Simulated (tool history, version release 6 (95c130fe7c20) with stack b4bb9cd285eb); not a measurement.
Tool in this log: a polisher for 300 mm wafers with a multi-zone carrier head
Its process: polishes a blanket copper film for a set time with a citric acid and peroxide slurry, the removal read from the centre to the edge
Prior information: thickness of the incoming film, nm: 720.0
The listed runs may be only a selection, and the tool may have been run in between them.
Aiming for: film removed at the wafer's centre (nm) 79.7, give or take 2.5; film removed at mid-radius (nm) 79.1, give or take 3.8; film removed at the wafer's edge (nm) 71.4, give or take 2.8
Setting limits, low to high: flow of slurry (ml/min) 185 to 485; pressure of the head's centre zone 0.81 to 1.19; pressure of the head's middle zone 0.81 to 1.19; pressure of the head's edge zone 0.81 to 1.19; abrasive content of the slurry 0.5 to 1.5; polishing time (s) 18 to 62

run,day,flow of slurry (ml/min),pressure of the head's centre zone,pressure of the head's middle zone,pressure of the head's edge zone,abrasive content of the slurry,polishing time (s),film removed at the wafer's centre (nm),film removed at mid-radius (nm),film removed at the wafer's edge (nm)
1,0,310,1,1,1,1,40,122.33,126.72,119.61
2,0.054,310,1,1,1,0.85,40,119.61,121.33,119.85
3,0.392,310,1,1,1,0.85,31,93.846,93.102,91.064
4,0.492,315,1,1.02,0.97,0.8,30,89.519,91.973,87.831
5,0.767,360,1,1.02,0.97,0.8,30,92.391,92.928,87.689
6,0.812,380,1,1.03,0.95,0.75,29,87.533,88.698,83.829
7,1.025,385,1.01,1.04,0.93,0.7,28,85.835,86.731,80.081
8,1.196,355,0.99,0.99,0.83,0.5,27,75.529,76.449,68.101

Which one of the following 5 next-run settings gets every result inside its allowed miss? There is exactly one.
A,1.367,370,1.01,1.01,0.86,0.55,27,?,?,?
B,1.367,385,0.97,0.81,0.94,0.55,28,?,?,?
C,1.367,290,0.92,0.83,0.98,0.5,28,?,?,?
D,1.367,475,0.94,0.93,1.09,0.5,26,?,?,?
E,1.367,430,0.94,0.9,0.96,0.5,29,?,?,?

move,film removed at the wafer's centre (nm),film removed at mid-radius (nm),film removed at the wafer's edge (nm)
A,79.411,79.253,70.617
B,79.223,71.811,76.603
C,72.583,70.583,76.025
D,71.628,72.815,76.35
E,79.348,79.093,79.682
A: all results in spec
B: the worst result of the last run now meets its target, but another is out of spec
C: lands further from the targets than the last run did
D: lands further from the targets than the last run did
E: the worst result of the last run now meets its target, but another is out of spec
Answer: A

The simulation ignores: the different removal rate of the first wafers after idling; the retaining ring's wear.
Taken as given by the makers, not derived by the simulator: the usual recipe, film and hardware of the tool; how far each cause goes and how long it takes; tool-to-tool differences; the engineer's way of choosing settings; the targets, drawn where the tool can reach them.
